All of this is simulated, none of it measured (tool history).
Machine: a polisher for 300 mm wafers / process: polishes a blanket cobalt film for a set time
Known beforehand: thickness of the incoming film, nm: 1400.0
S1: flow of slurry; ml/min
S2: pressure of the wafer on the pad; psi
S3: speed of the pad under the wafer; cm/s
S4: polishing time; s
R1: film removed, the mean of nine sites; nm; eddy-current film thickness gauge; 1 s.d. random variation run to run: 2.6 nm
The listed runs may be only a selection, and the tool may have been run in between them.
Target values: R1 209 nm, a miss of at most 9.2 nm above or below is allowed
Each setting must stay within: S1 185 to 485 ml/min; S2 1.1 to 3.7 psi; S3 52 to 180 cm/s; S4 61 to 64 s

run    day   S1   S2   S3  S4      R1
  1      0  310  2.4  116  61  362.69
  2  0.279  310  2.1  114  61  315.33
  3  0.312  310  1.9  114  61  281.18
  4  0.462  310  1.8  114  61  266.71
  5  0.833  310  1.7  114  61  248.76
  6  1.038  310    2  114  61  299.21
  7  1.358  310  1.9  114  61  276.96
  8   1.45  310  1.9  114  61  284.65

Pick the move, out of 4, that brings all results within their allowed miss; only one does.
  A  1.542  290  1.4  104  61   ?
  B  1.542  340  1.8   74  61   ?
  C  1.542  360  1.5   92  61   ?
  D  1.542  375  1.6   96  61   ?

move      R1
   A  195.55
   B  194.91
   C  193.37
   D  213.14
A: takes the biggest miss from the last run beyond its target
B: takes the biggest miss from the last run beyond its target
C: takes the biggest miss from the last run beyond its target
D: every result within its allowed miss
D is the move that brings every result within its allowed miss.
